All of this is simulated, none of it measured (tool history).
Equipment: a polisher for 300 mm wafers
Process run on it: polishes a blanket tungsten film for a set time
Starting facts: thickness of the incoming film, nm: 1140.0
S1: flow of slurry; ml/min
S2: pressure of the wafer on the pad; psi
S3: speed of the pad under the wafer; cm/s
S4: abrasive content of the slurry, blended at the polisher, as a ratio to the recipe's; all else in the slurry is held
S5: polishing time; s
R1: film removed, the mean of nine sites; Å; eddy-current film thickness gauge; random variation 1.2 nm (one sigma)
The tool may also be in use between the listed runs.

run  hour   S1   S2   S3   S4  S5      R1
  1     0  245  3.1  116    1  36    1983
  2   5.7  245  3.1  116  0.8  36  1832.2
  3  10.7  245  2.9  116  0.8  36  1797.3
  4  16.2  245  2.5  116  0.8  36  1629.7
  5  17.2  245  2.5  142  0.8  36  1992.2
  6  21.6  195  2.5  142  0.8  36  1953.1

What will run 7 give?
  7  28.8  195  2.2  140  0.8  36   ?

Run 7 yielded R1 1793 Å.
